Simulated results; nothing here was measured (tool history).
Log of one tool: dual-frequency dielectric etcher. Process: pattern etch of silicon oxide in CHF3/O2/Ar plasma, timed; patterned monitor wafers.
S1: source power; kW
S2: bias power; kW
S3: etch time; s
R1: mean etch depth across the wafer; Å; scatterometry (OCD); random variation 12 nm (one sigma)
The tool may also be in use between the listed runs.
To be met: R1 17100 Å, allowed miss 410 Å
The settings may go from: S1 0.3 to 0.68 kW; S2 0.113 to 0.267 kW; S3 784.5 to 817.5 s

run,hour,S1,S2,S3,R1
1,0,0.49,0.19,784.5,14842
2,6,0.49,0.19,784.5,14771
3,11.3,0.51,0.192,785,14984
4,18.8,0.52,0.196,786.5,15525
5,23.4,0.52,0.196,784.5,15344
6,26.3,0.52,0.196,784.5,15346
7,31.1,0.53,0.197,785,15330
8,37.6,0.54,0.201,786,15562
9,40,0.55,0.204,787,15925
10,42.5,0.56,0.205,787.5,16149
11,46.5,0.57,0.206,787.5,16091
12,51.2,0.58,0.208,788,16355

5 next moves are on the table. One of them brings every result within its allowed miss. Which?
A,55.9,0.68,0.231,796,?
B,55.9,0.56,0.207,784.5,?
C,55.9,0.53,0.235,807.5,?
D,55.9,0.58,0.215,784.5,?
E,55.9,0.5,0.189,817.5,?

move,R1
A,18306
B,16162
C,17310
D,16619
E,15609
A: takes the result that was furthest off past its target
B: further off than the last run
C: meets every target
D: nearer than the last run, and not there yet
E: further off than the last run
The right move is C.
